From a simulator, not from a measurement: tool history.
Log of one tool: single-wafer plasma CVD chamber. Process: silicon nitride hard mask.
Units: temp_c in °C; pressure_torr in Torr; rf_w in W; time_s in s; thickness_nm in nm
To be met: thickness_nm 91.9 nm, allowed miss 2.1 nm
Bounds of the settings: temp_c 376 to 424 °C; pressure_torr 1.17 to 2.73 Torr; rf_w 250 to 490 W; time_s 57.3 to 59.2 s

run 1 hour=0 | temp_c=400 pressure_torr=1.95 rf_w=370 time_s=57.3 | thickness_nm=79.495
run 2 hour=3.1 | temp_c=400 pressure_torr=2.07 rf_w=380 time_s=57.4 | thickness_nm=81.957
run 3 hour=8.6 | temp_c=400 pressure_torr=2.07 rf_w=380 time_s=57.3 | thickness_nm=82.674
run 4 hour=12.3 | temp_c=400 pressure_torr=2.18 rf_w=385 time_s=57.3 | thickness_nm=83.716
run 5 hour=19.7 | temp_c=400 pressure_torr=2.18 rf_w=385 time_s=59.2 | thickness_nm=87.092
run 6 hour=27.8 | temp_c=400 pressure_torr=2.03 rf_w=385 time_s=59.2 | thickness_nm=85.415
run 7 hour=34.3 | temp_c=400 pressure_torr=2.03 rf_w=385 time_s=59.2 | thickness_nm=85.091
run 8 hour=42 | temp_c=400 pressure_torr=2.11 rf_w=390 time_s=59.2 | thickness_nm=86.233
run 9 hour=43.5 | temp_c=400 pressure_torr=2.11 rf_w=390 time_s=59.2 | thickness_nm=86.962
run 10 hour=44.5 | temp_c=400 pressure_torr=2.17 rf_w=395 time_s=59.2 | thickness_nm=88.375
run 11 hour=46.1 | temp_c=400 pressure_torr=2.21 rf_w=395 time_s=59.2 | thickness_nm=88.418
-- hour=54.6 capacitance manometer re-zeroed and calibrated
run 12 hour=54.6 | temp_c=400 pressure_torr=2.25 rf_w=400 time_s=59.2 | thickness_nm=88.529

Which of these 5 next moves meets every target?
run A hour=63.1 | temp_c=403 pressure_torr=2.12 rf_w=425 time_s=59.2 | thickness_nm=?
run B hour=63.1 | temp_c=401 pressure_torr=2.3 rf_w=465 time_s=57.3 | thickness_nm=?
run C hour=63.1 | temp_c=395 pressure_torr=2.4 rf_w=395 time_s=57.8 | thickness_nm=?
run D hour=63.1 | temp_c=407 pressure_torr=2.34 rf_w=440 time_s=59.2 | thickness_nm=?
run E hour=63.1 | temp_c=397 pressure_torr=2.37 rf_w=430 time_s=59.2 | thickness_nm=?

move=A thickness_nm=91.266
move=B thickness_nm=95.862
move=C thickness_nm=87.794
move=D thickness_nm=95.658
move=E thickness_nm=94.886
A: meets every target
B: takes the result that was furthest off past its target
C: further off than the last run
D: takes the result that was furthest off past its target
E: takes the result that was furthest off past its target
The right move is A.
